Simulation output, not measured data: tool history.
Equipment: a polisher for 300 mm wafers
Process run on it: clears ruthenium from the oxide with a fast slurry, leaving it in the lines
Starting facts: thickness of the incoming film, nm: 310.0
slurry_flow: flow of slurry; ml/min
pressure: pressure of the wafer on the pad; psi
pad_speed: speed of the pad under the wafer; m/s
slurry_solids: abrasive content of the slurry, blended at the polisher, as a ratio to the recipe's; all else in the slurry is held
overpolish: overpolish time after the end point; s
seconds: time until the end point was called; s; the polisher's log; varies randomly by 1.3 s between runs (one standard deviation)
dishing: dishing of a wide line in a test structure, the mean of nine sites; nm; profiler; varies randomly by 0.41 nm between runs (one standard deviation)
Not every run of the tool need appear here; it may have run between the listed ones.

run 1 hour=0.0 | slurry_flow=240 pressure=3.0 pad_speed=1.02 slurry_solids=1.00 overpolish=13 | seconds=88.838 dishing=38.516
run 2 hour=2.3 | slurry_flow=240 pressure=3.1 pad_speed=1.02 slurry_solids=1.00 overpolish=11 | seconds=86.462 dishing=34.193
run 3 hour=8.9 | slurry_flow=240 pressure=3.2 pad_speed=1.02 slurry_solids=1.00 overpolish=10 | seconds=83.727 dishing=32.016
run 4 hour=11.1 | slurry_flow=240 pressure=3.3 pad_speed=1.02 slurry_solids=1.00 overpolish=9 | seconds=85.297 dishing=30.406
run 5 hour=16.5 | slurry_flow=240 pressure=3.4 pad_speed=1.02 slurry_solids=1.00 overpolish=8 | seconds=80.986 dishing=27.204
run 6 hour=17.8 | slurry_flow=240 pressure=3.4 pad_speed=1.02 slurry_solids=0.90 overpolish=8 | seconds=84.065 dishing=27.006
run 7 hour=24.4 | slurry_flow=245 pressure=3.7 pad_speed=1.02 slurry_solids=0.95 overpolish=6 | seconds=77.329 dishing=21.330
run 8 hour=31.2 | slurry_flow=240 pressure=3.6 pad_speed=1.04 slurry_solids=0.95 overpolish=6 | seconds=79.618 dishing=22.196

Expected results for the next run?
run 9 hour=35.1 | slurry_flow=240 pressure=3.6 pad_speed=1.06 slurry_solids=0.95 overpolish=6 | seconds=? dishing=?

seconds: 75.894 s
dishing: 22.380 nm
